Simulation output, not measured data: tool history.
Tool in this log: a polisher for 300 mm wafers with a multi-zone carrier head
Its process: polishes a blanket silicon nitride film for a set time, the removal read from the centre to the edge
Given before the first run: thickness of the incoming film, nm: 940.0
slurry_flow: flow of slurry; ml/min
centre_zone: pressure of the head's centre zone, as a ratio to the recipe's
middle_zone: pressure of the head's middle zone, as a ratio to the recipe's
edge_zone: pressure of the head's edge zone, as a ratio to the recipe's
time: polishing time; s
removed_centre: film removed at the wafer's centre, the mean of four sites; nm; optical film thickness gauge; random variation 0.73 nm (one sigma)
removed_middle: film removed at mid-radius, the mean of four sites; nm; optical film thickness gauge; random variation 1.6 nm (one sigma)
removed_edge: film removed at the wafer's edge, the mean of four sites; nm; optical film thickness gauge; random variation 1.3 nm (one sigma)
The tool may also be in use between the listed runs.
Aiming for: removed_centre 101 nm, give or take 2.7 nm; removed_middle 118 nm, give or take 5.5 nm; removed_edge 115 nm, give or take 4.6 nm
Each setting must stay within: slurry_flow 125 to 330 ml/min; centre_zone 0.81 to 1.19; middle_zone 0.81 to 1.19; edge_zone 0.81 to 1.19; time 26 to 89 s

| run | hour | slurry_flow | centre_zone | middle_zone | edge_zone | time | removed_centre | removed_middle | removed_edge |
|---|---|---|---|---|---|---|---|---|---|
| 1 | 0 | 210 | 1 | 1 | 1 | 57 | 91.207 | 90.397 | 90.572 |
| 2 | 1.5 | 210 | 1 | 1 | 1 | 48 | 75.112 | 77.507 | 75.919 |
| 3 | 6.3 | 210 | 0.97 | 1 | 1 | 48 | 74.182 | 74.705 | 75.792 |
| 4 | 12.7 | 210 | 1.06 | 1 | 1 | 48 | 81.231 | 76.897 | 76.56 |
| 5 | 20.8 | 210 | 1.03 | 1.03 | 1.04 | 52 | 85.221 | 84.146 | 81.71 |
| 6 | 27.4 | 210 | 1.03 | 1.08 | 1.04 | 52 | 85.281 | 88.538 | 81.19 |
| 7 | 32.9 | 210 | 0.99 | 1.08 | 1.05 | 56 | 88.154 | 95.457 | 92.055 |
| 8 | 38 | 220 | 0.98 | 1.1 | 1.08 | 58 | 89.75 | 99.605 | 95.703 |
| 9 | 41 | 225 | 0.98 | 1.11 | 1.1 | 60 | 95.034 | 100.81 | 100.11 |

Consider the 5 candidate settings below. Which is the only one whose results all fall within their allowed miss of target?
| A | 44 | 240 | 0.96 | 1.09 | 1.11 | 69 | ? | ? | ? |
| B | 44 | 215 | 0.91 | 1.11 | 1.09 | 69 | ? | ? | ? |
| C | 44 | 220 | 0.9 | 0.91 | 1.12 | 75 | ? | ? | ? |
| D | 44 | 260 | 0.9 | 0.89 | 1.19 | 73 | ? | ? | ? |
| E | 44 | 285 | 0.93 | 0.88 | 1.19 | 72 | ? | ? | ? |

| move | removed_centre | removed_middle | removed_edge |
|---|---|---|---|
| A | 109.08 | 117.14 | 115.69 |
| B | 101.86 | 117.46 | 113.47 |
| C | 109.68 | 108.26 | 125.65 |
| D | 109.05 | 105.44 | 128.07 |
| E | 112.33 | 103.98 | 127.24 |
A: meets the target for the result that was furthest off, but another lies outside its allowed miss
B: hits every target within its allowed miss
C: carries the result that was furthest off beyond its target, to the other side
D: carries the result that was furthest off beyond its target, to the other side
E: carries the result that was furthest off beyond its target, to the other side
The move that meets every target is B.
